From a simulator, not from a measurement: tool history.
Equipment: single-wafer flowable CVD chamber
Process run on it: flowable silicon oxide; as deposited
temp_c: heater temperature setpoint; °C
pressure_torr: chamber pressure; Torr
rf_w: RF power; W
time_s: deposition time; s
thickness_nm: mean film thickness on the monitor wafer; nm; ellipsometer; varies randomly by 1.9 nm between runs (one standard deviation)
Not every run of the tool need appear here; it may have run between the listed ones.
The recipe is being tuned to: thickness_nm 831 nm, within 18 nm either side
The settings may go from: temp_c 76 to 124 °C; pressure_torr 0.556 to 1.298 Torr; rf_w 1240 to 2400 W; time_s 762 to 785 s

run 1 day=0 | temp_c=100 pressure_torr=0.927 rf_w=1820 time_s=762 | thickness_nm=488.56
run 2 day=0.246 | temp_c=95 pressure_torr=0.928 rf_w=1820 time_s=762 | thickness_nm=584.96
run 3 day=0.283 | temp_c=92 pressure_torr=0.929 rf_w=1820 time_s=762 | thickness_nm=647.46
run 4 day=0.404 | temp_c=96 pressure_torr=0.929 rf_w=1820 time_s=762 | thickness_nm=563.94
run 5 day=0.6 | temp_c=96 pressure_torr=0.929 rf_w=1725 time_s=762 | thickness_nm=552.09
run 6 day=0.658 | temp_c=102 pressure_torr=0.929 rf_w=1725 time_s=762 | thickness_nm=447.35
run 7 day=1.033 | temp_c=96 pressure_torr=0.93 rf_w=1725 time_s=762 | thickness_nm=551.01
run 8 day=1.117 | temp_c=92 pressure_torr=0.931 rf_w=1725 time_s=762 | thickness_nm=637.6
run 9 day=1.433 | temp_c=83 pressure_torr=0.933 rf_w=1725 time_s=762 | thickness_nm=848.1

Exercise: of the 5 proposed moves below, exactly one satisfies all targets within the stated allowed misses. Which move is it?
run A day=1.75 | temp_c=84 pressure_torr=0.947 rf_w=1850 time_s=767 | thickness_nm=?
run B day=1.75 | temp_c=84 pressure_torr=0.941 rf_w=1575 time_s=785 | thickness_nm=?
run C day=1.75 | temp_c=80 pressure_torr=0.902 rf_w=1700 time_s=762 | thickness_nm=?
run D day=1.75 | temp_c=80 pressure_torr=0.847 rf_w=1735 time_s=785 | thickness_nm=?
run E day=1.75 | temp_c=88 pressure_torr=1.135 rf_w=1700 time_s=762 | thickness_nm=?

move=A thickness_nm=864.24
move=B thickness_nm=823.83
move=C thickness_nm=897.93
move=D thickness_nm=876.85
move=E thickness_nm=872.85
A: its largest miss is bigger than the last run's
B: in spec on every target
C: its largest miss is bigger than the last run's
D: its largest miss is bigger than the last run's
E: its largest miss is bigger than the last run's
So the answer is move B, the one that meets all the targets.
